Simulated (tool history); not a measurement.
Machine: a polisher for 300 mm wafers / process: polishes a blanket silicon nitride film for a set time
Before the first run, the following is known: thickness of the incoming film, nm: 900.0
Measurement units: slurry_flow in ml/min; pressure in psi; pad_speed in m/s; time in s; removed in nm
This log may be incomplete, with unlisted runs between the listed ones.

{"run": 1, "day": 0.0, "slurry_flow": 230, "pressure": 4.1, "pad_speed": 1.26, "time": 33, "removed": 72.628}
{"run": 2, "day": 0.108, "slurry_flow": 230, "pressure": 4.1, "pad_speed": 1.26, "time": 29, "removed": 64.409}
{"run": 3, "day": 0.208, "slurry_flow": 230, "pressure": 3.5, "pad_speed": 1.24, "time": 29, "removed": 55.753}
{"run": 4, "day": 0.271, "slurry_flow": 270, "pressure": 3.5, "pad_speed": 1.24, "time": 29, "removed": 56.449}
{"run": 5, "day": 0.621, "slurry_flow": 295, "pressure": 3.5, "pad_speed": 1.24, "time": 29, "removed": 56.427}
{"run": 6, "day": 0.721, "slurry_flow": 295, "pressure": 3.1, "pad_speed": 1.22, "time": 29, "removed": 50.069}
{"run": 7, "day": 0.95, "slurry_flow": 295, "pressure": 3.1, "pad_speed": 1.22, "time": 29, "removed": 49.399}
{"run": 8, "day": 1.304, "slurry_flow": 295, "pressure": 2.2, "pad_speed": 1.2, "time": 29, "removed": 35.244}
{"run": 9, "day": 1.362, "slurry_flow": 295, "pressure": 2.3, "pad_speed": 1.2, "time": 29, "removed": 36.526}

Run 10 comes next. What will it give?
{"run": 10, "day": 1.467, "slurry_flow": 295, "pressure": 2.8, "pad_speed": 1.22, "time": 29, "removed": "?"}

{"run 10": {"removed": 44.557}}
